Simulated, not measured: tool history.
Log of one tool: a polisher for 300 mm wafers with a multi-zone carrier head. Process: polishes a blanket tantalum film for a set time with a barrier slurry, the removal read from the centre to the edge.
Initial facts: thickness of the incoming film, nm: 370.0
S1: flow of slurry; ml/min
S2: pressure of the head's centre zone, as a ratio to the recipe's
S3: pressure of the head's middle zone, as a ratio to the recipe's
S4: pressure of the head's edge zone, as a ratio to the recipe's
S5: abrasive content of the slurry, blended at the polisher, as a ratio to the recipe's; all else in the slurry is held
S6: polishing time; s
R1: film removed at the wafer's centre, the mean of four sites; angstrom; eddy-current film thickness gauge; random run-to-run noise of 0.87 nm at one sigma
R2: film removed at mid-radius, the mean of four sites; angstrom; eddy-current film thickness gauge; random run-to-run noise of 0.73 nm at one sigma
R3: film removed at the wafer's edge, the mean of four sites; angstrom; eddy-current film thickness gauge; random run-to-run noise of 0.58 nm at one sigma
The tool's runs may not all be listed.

run 1 day=0.000 | S1=265 S2=1.00 S3=1.00 S4=1.00 S5=1.00 S6=46 | R1=678.28 R2=664.97 R3=684.15
run 2 day=0.046 | S1=265 S2=0.97 S3=1.00 S4=1.00 S5=1.00 S6=46 | R1=661.36 R2=669.22 R3=695.36
run 3 day=0.383 | S1=265 S2=1.01 S3=1.00 S4=1.00 S5=1.00 S6=46 | R1=684.44 R2=656.80 R3=690.55
run 4 day=0.758 | S1=265 S2=1.01 S3=1.00 S4=1.00 S5=1.00 S6=38 | R1=553.88 R2=538.97 R3=573.89
run 5 day=0.975 | S1=270 S2=1.03 S3=0.99 S4=1.01 S5=1.00 S6=38 | R1=568.28 R2=558.99 R3=578.82
run 6 day=0.996 | S1=260 S2=1.05 S3=0.96 S4=1.02 S5=1.05 S6=38 | R1=603.10 R2=531.43 R3=587.81
run 7 day=1.271 | S1=260 S2=1.05 S3=0.96 S4=1.03 S5=1.05 S6=38 | R1=600.94 R2=527.02 R3=582.55

For run 8, what comes out?
run 8 day=1.479 | S1=265 S2=1.05 S3=0.96 S4=1.04 S5=1.05 S6=38 | R1=? R2=? R3=?

{"run 8": {"R1": 592.49, "R2": 532.85, "R3": 581.12}}
